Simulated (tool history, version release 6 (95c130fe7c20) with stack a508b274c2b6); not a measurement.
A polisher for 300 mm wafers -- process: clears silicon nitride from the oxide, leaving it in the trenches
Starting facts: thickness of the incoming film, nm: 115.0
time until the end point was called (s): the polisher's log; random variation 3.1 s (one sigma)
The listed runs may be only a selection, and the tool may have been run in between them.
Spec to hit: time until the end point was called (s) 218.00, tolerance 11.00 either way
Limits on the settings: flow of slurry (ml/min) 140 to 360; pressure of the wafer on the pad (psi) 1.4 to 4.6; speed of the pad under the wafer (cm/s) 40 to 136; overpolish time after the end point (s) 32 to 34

| run | hour | flow of slurry (ml/min) | pressure of the wafer on the pad (psi) | speed of the pad under the wafer (cm/s) | overpolish time after the end point (s) | time until the end point was called (s) |
|---|---|---|---|---|---|---|
| 1 | 0.0 | 230 | 3.0 | 88 | 32 | 147.61 |
| 2 | 4.6 | 230 | 2.8 | 88 | 32 | 158.15 |
| 3 | 13.2 | 230 | 2.8 | 88 | 32 | 153.16 |
| 4 | 22.1 | 230 | 2.5 | 88 | 32 | 165.65 |
| 5 | 29.9 | 275 | 2.5 | 88 | 32 | 168.33 |
| 6 | 37.2 | 275 | 2.3 | 88 | 32 | 181.48 |
| 7 | 38.8 | 275 | 2.2 | 88 | 32 | 180.06 |
| 8 | 42.9 | 275 | 2.1 | 88 | 32 | 185.19 |
| 9 | 49.5 | 275 | 2.0 | 88 | 32 | 197.17 |
| 10 | 52.8 | 275 | 1.9 | 88 | 32 | 204.68 |

Exercise: of the 4 proposed moves below, exactly one satisfies all targets within the stated allowed misses. Which move is it?
| A | 56.1 | 330 | 3.1 | 66 | 32 | ? |
| B | 56.1 | 275 | 1.7 | 102 | 33 | ? |
| C | 56.1 | 285 | 1.5 | 86 | 34 | ? |
| D | 56.1 | 315 | 1.6 | 94 | 32 | ? |

| move | time until the end point was called (s) |
|---|---|
| A | 187.99 |
| B | 197.43 |
| C | 253.24 |
| D | 220.53 |
A: the biggest miss grows against the last run
B: the biggest miss grows against the last run
C: moves the result that the last run missed by most past its target, out the other side
D: hits every target within its allowed miss
So the answer is move D, the one that meets all the targets.

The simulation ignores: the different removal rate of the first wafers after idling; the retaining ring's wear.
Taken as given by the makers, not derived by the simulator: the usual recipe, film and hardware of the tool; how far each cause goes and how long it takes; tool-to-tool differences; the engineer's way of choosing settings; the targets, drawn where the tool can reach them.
